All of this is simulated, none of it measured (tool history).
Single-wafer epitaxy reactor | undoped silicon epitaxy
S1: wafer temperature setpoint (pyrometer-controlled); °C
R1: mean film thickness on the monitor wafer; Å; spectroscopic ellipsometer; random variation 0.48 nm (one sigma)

{"run": 1, "hour": 0.0, "S1": 660, "deposition time (s)": 307, "R1": 678.29}
{"run": 2, "hour": 8.1, "S1": 663, "deposition time (s)": 308, "R1": 716.25}
{"run": 3, "hour": 11.0, "S1": 665, "deposition time (s)": 309, "R1": 742.27}
{"run": 4, "hour": 14.8, "S1": 667, "deposition time (s)": 310, "R1": 784.53}
{"run": 5, "hour": 17.0, "S1": 660, "deposition time (s)": 310, "R1": 685.69}
{"run": 6, "hour": 23.0, "S1": 663, "deposition time (s)": 311, "R1": 728.45}

The next listed run, before its measurement:
{"hour": 24.0, "done": "pyrometer calibrated"}
{"run": 7, "hour": 24.0, "S1": 665, "deposition time (s)": 312, "R1": "?"}

Run 7 gave R1 714.63 Å.

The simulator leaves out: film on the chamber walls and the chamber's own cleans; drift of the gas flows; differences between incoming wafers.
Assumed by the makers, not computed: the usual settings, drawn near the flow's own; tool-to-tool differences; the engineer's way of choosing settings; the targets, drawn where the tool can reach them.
